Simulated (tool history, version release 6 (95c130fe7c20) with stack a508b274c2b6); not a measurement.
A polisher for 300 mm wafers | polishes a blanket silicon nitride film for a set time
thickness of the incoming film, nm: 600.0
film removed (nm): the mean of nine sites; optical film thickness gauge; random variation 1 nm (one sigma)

run,hour,flow of slurry (ml/min),pressure of the wafer on the pad (kPa),speed of the pad under the wafer (cm/s),polishing time (s),film removed (nm)
1,0,125,17.9,114,62,90.657
2,7.2,125,17.2,114,62,88.218
3,13.4,125,16.5,114,62,82.114
4,19.4,125,20.7,114,62,102.74
5,27.9,125,19.3,112,62,96.133
6,31.2,125,19.3,126,62,99.584
7,38.6,125,17.9,124,62,92.222

Forecast run 8:
8,45.6,125,16.5,122,62,?

film removed (nm): 86.857
